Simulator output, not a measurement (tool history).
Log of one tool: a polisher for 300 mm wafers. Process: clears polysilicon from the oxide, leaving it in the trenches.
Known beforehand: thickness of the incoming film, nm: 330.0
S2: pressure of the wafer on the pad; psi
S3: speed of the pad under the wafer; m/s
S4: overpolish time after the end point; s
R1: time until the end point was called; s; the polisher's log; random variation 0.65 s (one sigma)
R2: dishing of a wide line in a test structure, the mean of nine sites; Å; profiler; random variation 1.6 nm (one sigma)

{"run": 1, "day": 0.0, "flow of slurry (ml/min)": 305, "S2": 1.7, "S3": 0.8, "S4": 19, "R1": 45.746, "R2": 680.68}
{"run": 2, "day": 0.196, "flow of slurry (ml/min)": 305, "S2": 1.6, "S3": 0.8, "S4": 20, "R1": 48.026, "R2": 681.68}
{"run": 3, "day": 0.292, "flow of slurry (ml/min)": 305, "S2": 1.5, "S3": 0.8, "S4": 21, "R1": 50.251, "R2": 675.69}
{"run": 4, "day": 0.592, "flow of slurry (ml/min)": 235, "S2": 1.5, "S3": 0.8, "S4": 21, "R1": 52.282, "R2": 658.66}
{"run": 5, "day": 0.767, "flow of slurry (ml/min)": 235, "S2": 1.5, "S3": 0.8, "S4": 22, "R1": 52.732, "R2": 718.02}
{"run": 6, "day": 1.083, "flow of slurry (ml/min)": 235, "S2": 1.5, "S3": 0.8, "S4": 15, "R1": 53.118, "R2": 585.37}
{"run": 7, "day": 1.371, "flow of slurry (ml/min)": 235, "S2": 1.1, "S3": 0.8, "S4": 24, "R1": 71.265, "R2": 594.8}

For run 8, what comes out?
{"run": 8, "day": 1.4, "flow of slurry (ml/min)": 235, "S2": 1.1, "S3": 0.8, "S4": 25, "R1": "?", "R2": "?"}

R1: 72.017 s
R2: 634.81 Å
